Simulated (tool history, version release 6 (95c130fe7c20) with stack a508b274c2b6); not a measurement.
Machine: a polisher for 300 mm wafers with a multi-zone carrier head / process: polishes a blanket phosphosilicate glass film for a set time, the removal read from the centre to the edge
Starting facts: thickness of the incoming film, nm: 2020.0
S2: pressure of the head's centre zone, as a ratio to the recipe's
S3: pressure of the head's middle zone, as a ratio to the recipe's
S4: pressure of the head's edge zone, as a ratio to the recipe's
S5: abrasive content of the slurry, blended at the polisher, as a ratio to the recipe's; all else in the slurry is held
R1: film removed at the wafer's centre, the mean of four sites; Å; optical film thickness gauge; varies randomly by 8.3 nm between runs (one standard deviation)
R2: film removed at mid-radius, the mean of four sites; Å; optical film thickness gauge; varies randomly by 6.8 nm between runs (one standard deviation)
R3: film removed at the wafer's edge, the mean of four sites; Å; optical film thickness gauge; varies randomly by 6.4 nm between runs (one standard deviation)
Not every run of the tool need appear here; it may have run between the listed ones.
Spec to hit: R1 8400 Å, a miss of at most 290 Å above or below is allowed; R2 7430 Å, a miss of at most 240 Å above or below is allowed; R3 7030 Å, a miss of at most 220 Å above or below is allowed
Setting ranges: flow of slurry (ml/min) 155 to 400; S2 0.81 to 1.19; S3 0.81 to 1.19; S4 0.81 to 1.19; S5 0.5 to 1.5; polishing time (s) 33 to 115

{"run": 1, "hour": 0.0, "flow of slurry (ml/min)": 255, "S2": 1, "S3": 1, "S4": 1, "S5": 1, "polishing time (s)": 73, "R1": 4878.6, "R2": 4812.9, "R3": 4814}
{"run": 2, "hour": 6.8, "flow of slurry (ml/min)": 255, "S2": 0.92, "S3": 1, "S4": 1, "S5": 1, "polishing time (s)": 73, "R1": 4437, "R2": 4926.4, "R3": 4747.8}
{"run": 3, "hour": 9.2, "flow of slurry (ml/min)": 255, "S2": 0.92, "S3": 1.08, "S4": 1, "S5": 1, "polishing time (s)": 73, "R1": 4494.4, "R2": 5194.3, "R3": 4806.2}
{"run": 4, "hour": 14.7, "flow of slurry (ml/min)": 210, "S2": 0.92, "S3": 1.08, "S4": 1, "S5": 1, "polishing time (s)": 73, "R1": 4307.3, "R2": 5013, "R3": 4710.4}
{"run": 5, "hour": 16.6, "flow of slurry (ml/min)": 225, "S2": 0.95, "S3": 1.09, "S4": 1.01, "S5": 1.05, "polishing time (s)": 73, "R1": 4653.7, "R2": 5274.1, "R3": 4893.7}
{"run": 6, "hour": 18.7, "flow of slurry (ml/min)": 225, "S2": 0.95, "S3": 1.05, "S4": 1.01, "S5": 1.05, "polishing time (s)": 73, "R1": 4590.9, "R2": 5012.3, "R3": 4847.1}
{"run": 7, "hour": 22.4, "flow of slurry (ml/min)": 240, "S2": 0.97, "S3": 1.06, "S4": 1.02, "S5": 1.1, "polishing time (s)": 73, "R1": 4891.5, "R2": 5319.1, "R3": 5009.9}
{"run": 8, "hour": 29.8, "flow of slurry (ml/min)": 245, "S2": 0.99, "S3": 1.06, "S4": 1.03, "S5": 1.15, "polishing time (s)": 74, "R1": 5188.3, "R2": 5506.4, "R3": 5260.6}
{"run": 9, "hour": 38.1, "flow of slurry (ml/min)": 255, "S2": 1.01, "S3": 1.07, "S4": 1.04, "S5": 1.2, "polishing time (s)": 74, "R1": 5387, "R2": 5635.2, "R3": 5441.5}
{"run": 10, "hour": 39.4, "flow of slurry (ml/min)": 305, "S2": 1.11, "S3": 1.12, "S4": 0.97, "S5": 1.45, "polishing time (s)": 85, "R1": 7443, "R2": 7629.4, "R3": 6571.1}
{"run": 11, "hour": 43.9, "flow of slurry (ml/min)": 305, "S2": 1.12, "S3": 1.11, "S4": 0.98, "S5": 1.45, "polishing time (s)": 85, "R1": 7610.9, "R2": 7402, "R3": 6561.1}
{"run": 12, "hour": 52.5, "flow of slurry (ml/min)": 305, "S2": 1.13, "S3": 1.11, "S4": 0.99, "S5": 1.45, "polishing time (s)": 85, "R1": 7489, "R2": 7468.6, "R3": 6582.9}
{"run": 13, "hour": 54.6, "flow of slurry (ml/min)": 305, "S2": 1.14, "S3": 1.1, "S4": 0.99, "S5": 1.45, "polishing time (s)": 85, "R1": 7497, "R2": 7388, "R3": 6680.8}

Which one of the following 5 next-run settings gets every result inside its allowed miss? There is exactly one.
{"run": "A", "hour": 56.7, "flow of slurry (ml/min)": 160, "S2": 1.16, "S3": 1.13, "S4": 0.87, "S5": 1.4, "polishing time (s)": 93, "R1": "?", "R2": "?", "R3": "?"}
{"run": "B", "hour": 56.7, "flow of slurry (ml/min)": 250, "S2": 1.09, "S3": 1.07, "S4": 0.96, "S5": 1.45, "polishing time (s)": 87, "R1": "?", "R2": "?", "R3": "?"}
{"run": "C", "hour": 56.7, "flow of slurry (ml/min)": 315, "S2": 1.02, "S3": 1.13, "S4": 0.96, "S5": 1.5, "polishing time (s)": 85, "R1": "?", "R2": "?", "R3": "?"}
{"run": "D", "hour": 56.7, "flow of slurry (ml/min)": 325, "S2": 1.08, "S3": 1.11, "S4": 1.04, "S5": 1.45, "polishing time (s)": 80, "R1": "?", "R2": "?", "R3": "?"}
{"run": "E", "hour": 56.7, "flow of slurry (ml/min)": 360, "S2": 1.19, "S3": 1.07, "S4": 1.03, "S5": 1.5, "polishing time (s)": 86, "R1": "?", "R2": "?", "R3": "?"}

move=A R1=7582 R2=7503.9 R3=6281.9
move=B R1=7397.6 R2=7330.6 R3=6564
move=C R1=7100.8 R2=7806.1 R3=6622.1
move=D R1=6968.5 R2=7160.2 R3=6381.5
move=E R1=8372 R2=7623 R3=6973.9
A: the biggest miss grows against the last run
B: the biggest miss grows against the last run
C: the biggest miss grows against the last run
D: the biggest miss grows against the last run
E: every result lands within tolerance
Answer: E
